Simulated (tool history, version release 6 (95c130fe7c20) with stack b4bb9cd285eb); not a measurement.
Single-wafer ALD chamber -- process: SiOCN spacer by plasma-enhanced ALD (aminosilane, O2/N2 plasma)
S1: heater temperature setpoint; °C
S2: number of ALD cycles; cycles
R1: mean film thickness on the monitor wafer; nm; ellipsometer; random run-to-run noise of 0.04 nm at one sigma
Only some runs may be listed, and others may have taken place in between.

run 1 day=0.000 | S1=415 S2=107 | R1=6.5213
run 2 day=0.296 | S1=413 S2=108 | R1=6.6787
run 3 day=0.662 | S1=413 S2=121 | R1=7.4663
run 4 day=0.942 | S1=413 S2=107 | R1=6.6717
run 5 day=1.258 | S1=413 S2=92 | R1=5.6828
run 6 day=1.529 | S1=413 S2=98 | R1=6.0771

What will run 7 give?
run 7 day=1.892 | S1=411 S2=100 | R1=?

For run 7 the tool returned R1 6.2049 nm.

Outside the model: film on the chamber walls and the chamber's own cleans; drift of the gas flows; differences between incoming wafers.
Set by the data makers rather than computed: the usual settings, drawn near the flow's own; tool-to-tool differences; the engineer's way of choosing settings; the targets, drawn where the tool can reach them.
